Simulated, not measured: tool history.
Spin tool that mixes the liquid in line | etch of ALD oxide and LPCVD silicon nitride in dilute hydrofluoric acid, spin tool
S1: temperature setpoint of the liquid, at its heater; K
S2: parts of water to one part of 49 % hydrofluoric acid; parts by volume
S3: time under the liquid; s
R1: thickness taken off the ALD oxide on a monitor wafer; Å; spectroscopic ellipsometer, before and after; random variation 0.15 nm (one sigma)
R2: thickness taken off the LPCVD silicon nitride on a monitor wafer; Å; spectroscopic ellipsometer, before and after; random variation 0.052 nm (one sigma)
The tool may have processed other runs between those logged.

{"run": 1, "hour": 0.0, "S1": 298.15, "S2": 115, "S3": 180, "R1": 168.62, "R2": 7.8895}
{"run": 2, "hour": 1.8, "S1": 300.15, "S2": 115, "S3": 180, "R1": 185.83, "R2": 10.174}
{"run": 3, "hour": 3.7, "S1": 302.65, "S2": 115, "S3": 180, "R1": 203.39, "R2": 10.664}
{"run": 4, "hour": 5.3, "S1": 303.65, "S2": 115, "S3": 180, "R1": 208.35, "R2": 12.872}
{"run": 5, "hour": 11.5, "S1": 303.65, "S2": 110, "S3": 180, "R1": 223.96, "R2": 13.001}
{"run": 6, "hour": 12.0, "S1": 303.65, "S2": 70, "S3": 180, "R1": 370.08, "R2": 20.949}

Estimate the outcome of run 7 from the log above:
{"run": 7, "hour": 13.1, "S1": 302.65, "S2": 75, "S3": 180, "R1": "?", "R2": "?"}

Logged for run 7: R1 327.67 Å, R2 18.2760 Å.
